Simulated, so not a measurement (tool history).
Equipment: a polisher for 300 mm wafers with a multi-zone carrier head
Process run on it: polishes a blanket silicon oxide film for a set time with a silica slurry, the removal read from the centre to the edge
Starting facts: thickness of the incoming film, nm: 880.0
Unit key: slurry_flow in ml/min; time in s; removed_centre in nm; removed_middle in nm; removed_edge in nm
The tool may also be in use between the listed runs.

| run | day | slurry_flow | centre_zone | middle_zone | edge_zone | slurry_solids | time | removed_centre | removed_middle | removed_edge |
|---|---|---|---|---|---|---|---|---|---|---|
| 1 | 0 | 300 | 1 | 1 | 1 | 1 | 86 | 253.37 | 260.68 | 253.04 |
| 2 | 0.362 | 305 | 1.01 | 1.02 | 1.03 | 1.05 | 86 | 260.15 | 267.33 | 263.38 |
| 3 | 0.696 | 305 | 0.97 | 1.02 | 1.03 | 1.05 | 86 | 252.39 | 268.16 | 259.9 |
| 4 | 0.896 | 305 | 0.97 | 1.02 | 1.03 | 1.05 | 96 | 275.19 | 297.56 | 291.51 |
| 5 | 1.158 | 305 | 1.01 | 1.02 | 1.03 | 1.05 | 96 | 287.37 | 300.41 | 290.97 |
| 6 | 1.254 | 260 | 1.01 | 1.02 | 1.03 | 1.05 | 96 | 291.91 | 292.73 | 282.08 |
| 7 | 1.612 | 275 | 1.01 | 1.03 | 1.03 | 1.05 | 96 | 286.66 | 297.8 | 287.43 |
| 8 | 1.867 | 285 | 1.01 | 1.03 | 1.03 | 1.05 | 96 | 290.17 | 299.03 | 289.46 |

Run 9, settings as shown, results not yet in. Your forecast:
| 9 | 1.988 | 295 | 1.01 | 1.03 | 1.03 | 1.05 | 96 | ? | ? | ? |

removed_centre: 292.57 nm
removed_middle: 294.73 nm
removed_edge: 295.38 nm
